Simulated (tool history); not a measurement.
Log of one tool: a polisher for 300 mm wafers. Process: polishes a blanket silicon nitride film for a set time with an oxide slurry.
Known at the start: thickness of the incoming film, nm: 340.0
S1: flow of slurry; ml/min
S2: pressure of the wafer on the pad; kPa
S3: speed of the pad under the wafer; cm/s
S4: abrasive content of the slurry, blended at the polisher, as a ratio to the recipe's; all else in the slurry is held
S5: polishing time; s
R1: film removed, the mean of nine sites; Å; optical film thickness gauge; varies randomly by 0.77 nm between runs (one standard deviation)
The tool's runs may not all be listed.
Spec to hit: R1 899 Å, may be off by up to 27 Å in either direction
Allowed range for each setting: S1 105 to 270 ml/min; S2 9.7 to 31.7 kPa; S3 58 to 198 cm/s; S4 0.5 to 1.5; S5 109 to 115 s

run,hour,S1,S2,S3,S4,S5,R1
1,0,175,20.7,128,1,109,605.2
2,0.9,175,20.7,110,1,109,543.36
3,1.9,180,24.1,110,1,109,647.68
4,2.7,220,24.1,110,1,109,650.77
5,8.8,220,26.2,110,1,109,712.82
6,16.6,220,26.2,110,0.85,109,658.64
7,17.2,220,28.3,114,0.85,109,732
8,20.9,220,29.6,118,0.85,109,792.71
9,28.9,235,31.7,122,0.85,109,866.83

Below are 5 possible settings for the next run. Only one of them brings all results inside the allowed miss of their targets. Which is it?
A,36.9,265,29.6,118,0.95,109,?
B,36.9,230,31.7,130,0.95,110,?
C,36.9,185,31.7,134,0.65,110,?
D,36.9,235,31.7,122,0.85,112,?
E,36.9,200,26.9,144,0.8,111,?

move,R1
A,842.7
B,966.24
C,813.22
D,894.3
E,821.3
A: moves away from the targets compared with the last run
B: pushes the last run's worst result past its target
C: moves away from the targets compared with the last run
D: every result lands within tolerance
E: moves away from the targets compared with the last run
The move that meets every target is D.
